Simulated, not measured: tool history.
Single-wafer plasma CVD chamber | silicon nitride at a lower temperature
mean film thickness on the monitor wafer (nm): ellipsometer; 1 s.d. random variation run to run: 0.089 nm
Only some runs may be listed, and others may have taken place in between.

| run | hour | heater temperature setpoint (°C) | chamber pressure (mTorr) | RF power (W) | deposition time (s) | mean film thickness on the monitor wafer (nm) |
|---|---|---|---|---|---|---|
| 1 | 0 | 365 | 1460 | 390 | 22 | 27.973 |
| 2 | 7.7 | 365 | 1390 | 385 | 22 | 27.234 |
| 3 | 15.5 | 365 | 1330 | 380 | 22 | 26.676 |
| 4 | 21.2 | 365 | 1330 | 435 | 22 | 28.596 |
| 5 | 25.1 | 375 | 1330 | 435 | 22 | 28.656 |
| 6 | 26.2 | 375 | 1260 | 425 | 21.9 | 27.311 |

For run 7, what comes out?
| 7 | 29.5 | 375 | 1210 | 420 | 21.9 | ? |

Run 7 measured mean film thickness on the monitor wafer (nm) 26.855.

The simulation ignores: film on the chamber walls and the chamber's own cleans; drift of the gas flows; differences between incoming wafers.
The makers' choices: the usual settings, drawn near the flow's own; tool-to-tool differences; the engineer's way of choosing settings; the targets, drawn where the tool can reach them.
